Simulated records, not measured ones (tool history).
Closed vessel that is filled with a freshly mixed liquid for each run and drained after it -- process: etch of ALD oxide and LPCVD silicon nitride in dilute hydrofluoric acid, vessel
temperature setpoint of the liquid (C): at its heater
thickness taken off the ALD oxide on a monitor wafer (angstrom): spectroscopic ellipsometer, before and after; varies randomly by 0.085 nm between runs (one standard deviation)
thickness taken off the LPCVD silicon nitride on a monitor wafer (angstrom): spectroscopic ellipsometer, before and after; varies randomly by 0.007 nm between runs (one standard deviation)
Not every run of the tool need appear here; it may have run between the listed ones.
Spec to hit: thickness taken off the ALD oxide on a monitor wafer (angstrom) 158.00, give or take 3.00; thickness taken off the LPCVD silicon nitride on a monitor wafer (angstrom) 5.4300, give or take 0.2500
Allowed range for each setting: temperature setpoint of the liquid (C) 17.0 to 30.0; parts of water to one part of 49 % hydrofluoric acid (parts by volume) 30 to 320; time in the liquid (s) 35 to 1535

| run | hour | temperature setpoint of the liquid (C) | parts of water to one part of 49 % hydrofluoric acid (parts by volume) | time in the liquid (s) | thickness taken off the ALD oxide on a monitor wafer (angstrom) | thickness taken off the LPCVD silicon nitride on a monitor wafer (angstrom) |
|---|---|---|---|---|---|---|
| 1 | 0.0 | 22.0 | 175 | 785 | 581.67 | 20.8890 |
| 2 | 8.6 | 22.0 | 215 | 785 | 453.00 | 16.9970 |
| 3 | 17.4 | 21.5 | 225 | 765 | 406.07 | 15.4090 |
| 4 | 22.2 | 21.0 | 235 | 740 | 372.35 | 14.0200 |
| 5 | 28.0 | 20.5 | 245 | 710 | 329.69 | 12.2610 |
| 6 | 31.9 | 20.5 | 180 | 710 | 483.05 | 16.3660 |
| 7 | 36.5 | 20.0 | 195 | 690 | 417.89 | 14.6030 |
| 8 | 38.0 | 19.5 | 205 | 670 | 377.16 | 13.0040 |
| 9 | 44.2 | 19.0 | 215 | 655 | 336.79 | 11.6520 |
| 10 | 47.2 | 17.0 | 285 | 590 | 200.97 | 7.0449 |
| 11 | 48.7 | 17.0 | 290 | 580 | 192.92 | 6.7705 |
| 12 | 53.8 | 17.0 | 290 | 570 | 187.71 | 6.9039 |

Of the 4 settings listed for the next run, only one would bring every result within its allowed miss of target. Which one?
| A | 58.9 | 17.0 | 310 | 535 | ? | ? |
| B | 58.9 | 17.0 | 310 | 545 | ? | ? |
| C | 58.9 | 19.5 | 320 | 495 | ? | ? |
| D | 58.9 | 17.0 | 265 | 425 | ? | ? |

| move | thickness taken off the ALD oxide on a monitor wafer (angstrom) | thickness taken off the LPCVD silicon nitride on a monitor wafer (angstrom) |
|---|---|---|
| A | 164.89 | 5.9180 |
| B | 167.97 | 6.0286 |
| C | 160.76 | 6.2391 |
| D | 159.16 | 5.4568 |
A: better than the last run, though not everything is in spec
B: better than the last run, though not everything is in spec
C: corrects the largest miss of the last run, while another result sits out of spec
D: every result lands within tolerance
Correct choice: D, which meets every target
